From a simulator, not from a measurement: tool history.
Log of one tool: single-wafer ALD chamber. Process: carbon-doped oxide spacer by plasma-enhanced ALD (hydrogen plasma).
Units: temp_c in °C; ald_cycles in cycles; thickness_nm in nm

run 1 hour=0 | temp_c=415 ald_cycles=390 | thickness_nm=19.549
run 2 hour=5.6 | temp_c=415 ald_cycles=419 | thickness_nm=21.039
run 3 hour=14.1 | temp_c=426 ald_cycles=419 | thickness_nm=20.347
run 4 hour=23 | temp_c=423 ald_cycles=428 | thickness_nm=21.131
run 5 hour=29.7 | temp_c=423 ald_cycles=406 | thickness_nm=19.958
run 6 hour=33.7 | temp_c=431 ald_cycles=406 | thickness_nm=19.801
run 7 hour=34.5 | temp_c=430 ald_cycles=422 | thickness_nm=20.352
run 8 hour=40.4 | temp_c=427 ald_cycles=433 | thickness_nm=21.034

The next listed run, before its measurement:
run 9 hour=43.9 | temp_c=425 ald_cycles=443 | thickness_nm=?

Run 9 gave thickness_nm 21.527 nm.
